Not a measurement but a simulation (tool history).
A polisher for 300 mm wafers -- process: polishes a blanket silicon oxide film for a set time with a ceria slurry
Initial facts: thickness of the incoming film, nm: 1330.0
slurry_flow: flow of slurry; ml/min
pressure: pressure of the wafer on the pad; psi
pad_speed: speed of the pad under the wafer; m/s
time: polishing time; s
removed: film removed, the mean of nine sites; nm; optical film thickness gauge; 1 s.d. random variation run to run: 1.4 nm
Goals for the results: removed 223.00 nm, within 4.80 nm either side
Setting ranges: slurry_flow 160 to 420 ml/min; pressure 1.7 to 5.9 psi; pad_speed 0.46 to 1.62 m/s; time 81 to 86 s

run	hour	slurry_flow	pressure	pad_speed	time	removed
1	0.0	270	3.8	1.04	81	472.28
2	9.0	265	3.2	0.98	81	393.48
3	17.1	260	2.8	0.90	81	335.35
4	17.7	255	2.5	0.84	81	290.70
5	25.9	250	2.3	0.82	81	267.51
6	34.1	240	2.1	0.82	81	247.60
7	40.3	220	2.1	0.82	81	245.77
8	44.7	205	2.0	0.82	81	232.71
9	47.3	165	1.9	0.82	81	213.13
10	53.2	175	1.9	0.82	81	215.48
11	56.9	180	1.9	0.82	81	217.33

Pick the move, out of 5, that brings all results within their allowed miss; only one does.
A	60.6	225	2.0	0.74	86	?
B	60.6	160	2.1	0.86	81	?
C	60.6	175	2.3	0.70	81	?
D	60.6	160	2.4	0.62	81	?
E	60.6	165	2.4	0.74	81	?

move	removed
A	235.15
B	233.17
C	222.74
D	207.49
E	234.46
A: takes the biggest miss from the last run beyond its target
B: takes the biggest miss from the last run beyond its target
C: each result inside its tolerance
D: moves away from the targets compared with the last run
E: takes the biggest miss from the last run beyond its target
The right move is C.
